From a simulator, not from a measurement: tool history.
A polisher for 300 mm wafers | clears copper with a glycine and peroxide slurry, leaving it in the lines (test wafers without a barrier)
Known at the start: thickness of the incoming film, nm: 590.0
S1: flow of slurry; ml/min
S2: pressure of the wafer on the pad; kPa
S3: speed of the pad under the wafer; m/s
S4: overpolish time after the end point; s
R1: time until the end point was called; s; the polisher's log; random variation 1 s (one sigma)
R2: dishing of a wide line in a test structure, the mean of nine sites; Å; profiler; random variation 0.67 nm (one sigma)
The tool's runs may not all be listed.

Run 1, hour 0: S1 170 ml/min, S2 22.1 kPa, S3 1.2 m/s, S4 15 s. Result: R1 75.122 s, R2 671.04 Å.
Run 2, hour 8.3: S1 165 ml/min, S2 19.3 kPa, S3 1.2 m/s, S4 16 s. Result: R1 84.672 s, R2 635.92 Å.
Run 3, hour 16.8: S1 160 ml/min, S2 17.2 kPa, S3 1.2 m/s, S4 17 s. Result: R1 90.697 s, R2 629.92 Å.
Run 4, hour 18.3: S1 155 ml/min, S2 15.9 kPa, S3 1.2 m/s, S4 18 s. Result: R1 99.446 s, R2 617.22 Å.
Run 5, hour 27.4: S1 155 ml/min, S2 18.6 kPa, S3 1.2 m/s, S4 18 s. Result: R1 87.415 s, R2 693.74 Å.
Run 6, hour 28.2: S1 150 ml/min, S2 17.2 kPa, S3 1.2 m/s, S4 18 s. Result: R1 94.981 s, R2 641.58 Å.
Run 7, hour 32: S1 140 ml/min, S2 16.5 kPa, S3 1.2 m/s, S4 18 s. Result: R1 98.765 s, R2 628.28 Å.
Run 8, hour 40: S1 120 ml/min, S2 11.7 kPa, S3 1.2 m/s, S4 18 s. Result: R1 129.55 s, R2 490.15 Å.
Run 9, hour 47.8: S1 130 ml/min, S2 11.7 kPa, S3 1.2 m/s, S4 18 s. Result: R1 128.42 s, R2 498.61 Å.
Run 10, hour 50.7: S1 175 ml/min, S2 13.1 kPa, S3 1.2 m/s, S4 18 s. Result: R1 109.81 s, R2 561 Å.
Run 11, hour 57.7: S1 165 ml/min, S2 13.1 kPa, S3 1.2 m/s, S4 18 s. Result: R1 109.87 s, R2 549.17 Å.
Run 12, hour 63: S1 145 ml/min, S2 11.7 kPa, S3 1.2 m/s, S4 20 s. Result: R1 122.88 s, R2 559.14 Å.
Run 13, hour 67.5: S1 150 ml/min, S2 11.7 kPa, S3 1.2 m/s, S4 20 s. Result: R1 123.47 s, R2 547.44 Å.
Run 14, hour 75: S1 160 ml/min, S2 13.1 kPa, S3 1.2 m/s, S4 20 s. Result: R1 112.22 s, R2 594.7 Å.
Run 15, hour 83.6: S1 160 ml/min, S2 13.1 kPa, S3 1.2 m/s, S4 20 s. Result: R1 115.01 s, R2 590.99 Å.
Run 16, hour 85.7: S1 155 ml/min, S2 13.1 kPa, S3 1.2 m/s, S4 20 s. Result: R1 114.53 s, R2 588.33 Å.

Run 17 comes next. What will it give?
Run 17, hour 87.3: S1 150 ml/min, S2 13.1 kPa, S3 1.2 m/s, S4 20 s. Result: R1 ?, R2 ?.

R1: 114.48 s
R2: 591.26 Å
